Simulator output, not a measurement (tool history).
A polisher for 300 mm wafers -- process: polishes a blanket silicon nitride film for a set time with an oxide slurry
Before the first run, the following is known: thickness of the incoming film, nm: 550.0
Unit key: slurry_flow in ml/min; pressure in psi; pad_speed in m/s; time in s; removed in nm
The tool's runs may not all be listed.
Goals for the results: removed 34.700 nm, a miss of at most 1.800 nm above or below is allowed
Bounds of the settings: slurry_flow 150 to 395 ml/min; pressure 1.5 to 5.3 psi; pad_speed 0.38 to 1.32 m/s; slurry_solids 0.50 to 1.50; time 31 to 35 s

| run | hour | slurry_flow | pressure | pad_speed | slurry_solids | time | removed |
|---|---|---|---|---|---|---|---|
| 1 | 0.0 | 250 | 3.4 | 0.84 | 1.00 | 35 | 21.379 |
| 2 | 5.3 | 250 | 3.4 | 0.72 | 1.00 | 35 | 19.067 |
| 3 | 11.7 | 250 | 3.4 | 0.82 | 1.00 | 35 | 21.308 |
| 4 | 13.0 | 250 | 3.8 | 0.84 | 1.00 | 35 | 23.920 |
| 5 | 19.8 | 250 | 4.1 | 0.86 | 1.00 | 35 | 25.635 |
| 6 | 22.6 | 250 | 4.4 | 0.88 | 1.00 | 35 | 27.911 |
| 7 | 23.5 | 250 | 4.6 | 0.88 | 1.00 | 35 | 29.541 |
| 8 | 26.4 | 250 | 4.8 | 0.88 | 1.00 | 35 | 30.162 |
| 9 | 33.7 | 250 | 4.9 | 0.90 | 1.00 | 35 | 31.794 |
| 10 | 39.5 | 250 | 5.0 | 0.90 | 1.00 | 35 | 32.254 |

Which of these 5 next moves meets every target?
| A | 45.3 | 255 | 5.1 | 0.86 | 1.15 | 35 | ? |
| B | 45.3 | 245 | 4.9 | 0.86 | 0.95 | 34 | ? |
| C | 45.3 | 230 | 5.2 | 1.12 | 1.00 | 35 | ? |
| D | 45.3 | 250 | 5.2 | 1.12 | 1.10 | 33 | ? |
| E | 45.3 | 290 | 5.3 | 1.02 | 1.05 | 35 | ? |

| move | removed |
|---|---|
| A | 34.397 |
| B | 29.368 |
| C | 38.826 |
| D | 38.592 |
| E | 38.981 |
A: every result lands within tolerance
B: further off than the last run
C: pushes the last run's worst result past its target
D: pushes the last run's worst result past its target
E: pushes the last run's worst result past its target
So the answer is move A, the one that meets all the targets.
